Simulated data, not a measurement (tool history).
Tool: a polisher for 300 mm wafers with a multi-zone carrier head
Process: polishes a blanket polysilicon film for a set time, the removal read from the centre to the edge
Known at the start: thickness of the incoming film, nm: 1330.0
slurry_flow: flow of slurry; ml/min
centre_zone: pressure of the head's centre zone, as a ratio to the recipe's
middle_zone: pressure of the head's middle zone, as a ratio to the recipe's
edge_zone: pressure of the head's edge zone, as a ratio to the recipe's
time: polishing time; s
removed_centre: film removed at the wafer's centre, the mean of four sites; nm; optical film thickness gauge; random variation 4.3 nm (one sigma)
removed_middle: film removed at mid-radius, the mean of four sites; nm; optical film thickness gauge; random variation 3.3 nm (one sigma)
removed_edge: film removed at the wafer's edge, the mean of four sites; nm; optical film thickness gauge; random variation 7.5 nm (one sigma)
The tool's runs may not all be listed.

run	hour	slurry_flow	centre_zone	middle_zone	edge_zone	time	removed_centre	removed_middle	removed_edge
1	0.0	230	1.00	1.00	1.00	64	567.35	544.41	560.39
2	7.2	230	1.00	1.00	1.00	55	494.15	469.70	482.13
3	10.2	245	0.99	1.02	1.02	55	490.78	483.52	487.92
4	16.9	260	0.98	1.03	1.04	55	491.46	480.98	504.61
5	18.8	265	0.97	1.06	1.04	55	484.43	492.33	496.94
6	20.6	265	0.91	1.06	1.04	55	456.86	502.52	502.80
7	25.3	275	0.92	1.07	1.04	55	468.89	505.08	489.13
8	26.6	280	0.92	1.08	1.05	56	475.61	517.25	506.54

Forecast run 9:
9	31.8	285	0.92	1.09	1.06	56	?	?	?

removed_centre: 471.78 nm
removed_middle: 523.65 nm
removed_edge: 507.31 nm

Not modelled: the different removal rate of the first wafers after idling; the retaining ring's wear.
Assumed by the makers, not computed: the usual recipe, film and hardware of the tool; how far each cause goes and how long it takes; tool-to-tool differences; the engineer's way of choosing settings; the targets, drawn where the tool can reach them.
